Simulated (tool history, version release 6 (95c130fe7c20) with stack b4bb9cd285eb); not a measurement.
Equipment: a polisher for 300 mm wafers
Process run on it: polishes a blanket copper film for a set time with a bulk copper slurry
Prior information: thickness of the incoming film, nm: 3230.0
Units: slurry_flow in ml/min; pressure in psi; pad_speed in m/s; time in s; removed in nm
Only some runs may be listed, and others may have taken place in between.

run  hour  slurry_flow  pressure  pad_speed  slurry_solids  time  removed
  1     0          200       3.1       1.18              1    31   371.34
  2   7.3          200       3.1       0.96              1    31   327.56
  3  12.9          200       3.1       0.96              1    31   325.21
  4  15.5          195         3       0.96              1    31   315.79
  5  23.3          195       3.5       0.96              1    31   354.31
  6  31.8          195       3.1       0.96              1    31   328.39
  7  33.8          195       2.9       0.96              1    31   307.95

Expected results for the next run?
  8  42.5          190       2.8       0.96              1    31        ?

Run 8 measured removed 299.08 nm.

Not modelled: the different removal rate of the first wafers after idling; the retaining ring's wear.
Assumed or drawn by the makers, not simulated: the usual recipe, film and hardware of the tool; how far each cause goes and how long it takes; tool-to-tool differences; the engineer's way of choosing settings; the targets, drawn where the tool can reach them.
